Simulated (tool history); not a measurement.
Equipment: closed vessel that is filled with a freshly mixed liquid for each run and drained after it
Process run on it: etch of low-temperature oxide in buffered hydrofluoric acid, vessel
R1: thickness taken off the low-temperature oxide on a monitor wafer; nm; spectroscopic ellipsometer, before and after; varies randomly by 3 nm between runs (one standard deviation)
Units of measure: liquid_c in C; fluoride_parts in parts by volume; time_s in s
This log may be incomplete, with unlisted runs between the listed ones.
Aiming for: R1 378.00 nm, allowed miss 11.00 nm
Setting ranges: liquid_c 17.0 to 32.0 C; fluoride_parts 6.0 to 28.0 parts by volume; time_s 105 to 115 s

{"run": 1, "hour": 0.0, "liquid_c": 24.0, "fluoride_parts": 17.0, "time_s": 105, "R1": 225.12}
{"run": 2, "hour": 5.5, "liquid_c": 24.0, "fluoride_parts": 17.0, "time_s": 115, "R1": 245.94}
{"run": 3, "hour": 9.7, "liquid_c": 27.0, "fluoride_parts": 17.0, "time_s": 115, "R1": 288.07}
{"run": 4, "hour": 10.8, "liquid_c": 28.0, "fluoride_parts": 17.0, "time_s": 115, "R1": 304.05}
{"run": 5, "hour": 16.4, "liquid_c": 26.0, "fluoride_parts": 17.0, "time_s": 115, "R1": 271.77}
{"run": 6, "hour": 24.4, "liquid_c": 27.5, "fluoride_parts": 16.5, "time_s": 115, "R1": 306.95}
{"run": 7, "hour": 30.3, "liquid_c": 28.5, "fluoride_parts": 16.5, "time_s": 115, "R1": 321.65}
{"run": 8, "hour": 35.0, "liquid_c": 29.5, "fluoride_parts": 16.5, "time_s": 115, "R1": 338.95}

Below are 4 possible settings for the next run. Only one of them brings all results inside the allowed miss of their targets. Which is it?
{"run": "A", "hour": 39.7, "liquid_c": 26.0, "fluoride_parts": 13.5, "time_s": 110, "R1": "?"}
{"run": "B", "hour": 39.7, "liquid_c": 29.0, "fluoride_parts": 16.0, "time_s": 105, "R1": "?"}
{"run": "C", "hour": 39.7, "liquid_c": 29.0, "fluoride_parts": 18.0, "time_s": 115, "R1": "?"}
{"run": "D", "hour": 39.7, "liquid_c": 32.0, "fluoride_parts": 17.0, "time_s": 115, "R1": "?"}

move=A R1=328.93
move=B R1=311.97
move=C R1=304.35
move=D R1=376.84
A: misses by more than the last run did
B: misses by more than the last run did
C: misses by more than the last run did
D: all results land within tolerance of their targets
The right move is D.

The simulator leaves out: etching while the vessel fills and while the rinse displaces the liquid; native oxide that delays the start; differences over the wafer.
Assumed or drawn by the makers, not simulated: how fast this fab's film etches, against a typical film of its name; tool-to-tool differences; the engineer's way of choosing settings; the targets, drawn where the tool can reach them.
